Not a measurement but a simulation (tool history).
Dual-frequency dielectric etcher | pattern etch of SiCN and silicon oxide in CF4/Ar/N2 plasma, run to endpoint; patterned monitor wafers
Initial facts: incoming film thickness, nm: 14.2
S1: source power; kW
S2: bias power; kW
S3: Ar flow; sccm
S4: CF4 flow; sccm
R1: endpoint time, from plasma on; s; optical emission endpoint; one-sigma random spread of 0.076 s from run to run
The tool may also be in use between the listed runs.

run,hour,S1,S2,S3,S4,R1
1,0,0.36,0.064,86,44,23.827
2,6.3,0.36,0.064,86,39,24.391
3,14.7,0.36,0.075,86,39,22.697
4,23,0.3,0.075,86,39,25.872
5,27.7,0.31,0.075,86,39,25.311
6,32.2,0.28,0.075,86,39,27.136

Run 7 is up next; what results do you expect?
7,37.2,0.3,0.075,86,39,?

{"run 7": {"R1": 25.853}}
